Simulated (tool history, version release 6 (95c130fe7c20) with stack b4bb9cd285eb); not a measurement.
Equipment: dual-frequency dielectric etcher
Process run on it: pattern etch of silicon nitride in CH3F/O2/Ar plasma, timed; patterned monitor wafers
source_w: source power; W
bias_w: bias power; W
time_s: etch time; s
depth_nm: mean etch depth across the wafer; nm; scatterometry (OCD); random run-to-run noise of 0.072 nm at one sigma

run,hour,source_w,bias_w,time_s,depth_nm
1,0.0,510,70,25,19.282
2,1.5,520,70,25,19.538
3,9.8,530,70,25,19.718
4,11.9,440,70,25,18.090
5,18.3,440,70,23,16.659
6,27.0,500,70,23,17.603
7,35.7,520,70,23,18.001
8,38.4,520,70,23,17.902
9,40.9,540,70,23,18.256
10,43.3,560,70,23,18.609
11,48.6,580,70,23,18.802
12,51.0,600,71,23,19.387
13,53.3,610,71,23,19.293

What does the tool deliver on the next run?
14,57.1,620,71,23,?

depth_nm: 19.519 nm
